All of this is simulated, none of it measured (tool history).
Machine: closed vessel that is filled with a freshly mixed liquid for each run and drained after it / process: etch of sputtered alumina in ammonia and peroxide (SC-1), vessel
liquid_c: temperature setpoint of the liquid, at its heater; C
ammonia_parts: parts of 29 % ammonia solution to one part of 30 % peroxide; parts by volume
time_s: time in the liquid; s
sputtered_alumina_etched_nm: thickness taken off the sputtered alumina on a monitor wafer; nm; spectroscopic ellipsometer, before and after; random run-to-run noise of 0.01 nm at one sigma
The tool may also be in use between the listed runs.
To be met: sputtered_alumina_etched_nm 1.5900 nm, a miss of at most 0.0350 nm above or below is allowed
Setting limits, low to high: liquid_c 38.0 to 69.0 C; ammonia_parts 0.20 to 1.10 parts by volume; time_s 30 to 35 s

Run 1, hour 0.0: liquid_c 53.0 C, ammonia_parts 0.60 parts by volume, time_s 35 s. Result: sputtered_alumina_etched_nm 2.8854 nm.
Run 2, hour 5.8: liquid_c 55.5 C, ammonia_parts 0.60 parts by volume, time_s 35 s. Result: sputtered_alumina_etched_nm 3.2522 nm.
Run 3, hour 8.3: liquid_c 55.5 C, ammonia_parts 0.50 parts by volume, time_s 35 s. Result: sputtered_alumina_etched_nm 3.1495 nm.
Run 4, hour 10.4: liquid_c 55.5 C, ammonia_parts 0.50 parts by volume, time_s 35 s. Result: sputtered_alumina_etched_nm 3.1692 nm.
Run 5, hour 19.6: liquid_c 53.5 C, ammonia_parts 0.50 parts by volume, time_s 35 s. Result: sputtered_alumina_etched_nm 2.8539 nm.
At hour 23.5: new drum of ammonia solution connected.
Run 6, hour 23.5: liquid_c 53.5 C, ammonia_parts 0.40 parts by volume, time_s 35 s. Result: sputtered_alumina_etched_nm 2.8608 nm.
Run 7, hour 29.9: liquid_c 51.5 C, ammonia_parts 0.40 parts by volume, time_s 35 s. Result: sputtered_alumina_etched_nm 2.5242 nm.
Run 8, hour 32.5: liquid_c 50.0 C, ammonia_parts 0.40 parts by volume, time_s 35 s. Result: sputtered_alumina_etched_nm 2.3201 nm.
Run 9, hour 36.8: liquid_c 49.0 C, ammonia_parts 0.40 parts by volume, time_s 35 s. Result: sputtered_alumina_etched_nm 2.2002 nm.

Which of these 5 next moves meets every target?
Run A, hour 41.1: liquid_c 47.0 C, ammonia_parts 0.30 parts by volume, time_s 30 s. Result: sputtered_alumina_etched_nm ?.
Run B, hour 41.1: liquid_c 47.0 C, ammonia_parts 0.35 parts by volume, time_s 30 s. Result: sputtered_alumina_etched_nm ?.
Run C, hour 41.1: liquid_c 49.5 C, ammonia_parts 0.40 parts by volume, time_s 30 s. Result: sputtered_alumina_etched_nm ?.
Run D, hour 41.1: liquid_c 45.5 C, ammonia_parts 0.50 parts by volume, time_s 30 s. Result: sputtered_alumina_etched_nm ?.
Run E, hour 41.1: liquid_c 46.5 C, ammonia_parts 0.55 parts by volume, time_s 30 s. Result: sputtered_alumina_etched_nm ?.

move  sputtered_alumina_etched_nm
   A                       1.6428
   B                       1.6671
   C                       1.9407
   D                       1.5846
   E                       1.6922
A: nearer than the last run, and not there yet
B: nearer than the last run, and not there yet
C: nearer than the last run, and not there yet
D: every result within its allowed miss
E: nearer than the last run, and not there yet
Answer: D

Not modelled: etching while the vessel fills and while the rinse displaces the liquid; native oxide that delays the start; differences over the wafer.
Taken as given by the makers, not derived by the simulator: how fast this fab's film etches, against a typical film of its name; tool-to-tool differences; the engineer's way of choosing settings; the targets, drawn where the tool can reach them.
